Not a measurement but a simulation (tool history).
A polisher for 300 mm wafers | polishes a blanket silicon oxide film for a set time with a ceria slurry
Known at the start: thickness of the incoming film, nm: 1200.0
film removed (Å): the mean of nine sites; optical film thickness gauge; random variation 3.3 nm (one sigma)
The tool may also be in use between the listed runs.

run	day	flow of slurry (ml/min)	pressure of the wafer on the pad (kPa)	speed of the pad under the wafer (cm/s)	polishing time (s)	film removed (Å)
1	0	185	27.6	110	86	4576.6
2	0.154	140	27.6	110	86	4343.5
3	0.392	140	27.6	126	86	4746.8
4	0.617	140	25.5	124	86	4479.7
5	0.867	140	23.4	120	86	4016.6
6	1.179	140	22.1	118	86	3815.4
7	1.238	140	20.7	116	86	3565.3
# day 1.588: worn pad replaced by a new one
8	1.588	140	19.3	114	86	3576.8
9	1.7	135	18.6	110	86	3322.9
10	2.004	135	17.9	108	86	3149.1

Run 11 comes next. What will it give?
11	2.142	135	17.2	106	86	?

Run 11 gave film removed (Å) 3003.5.
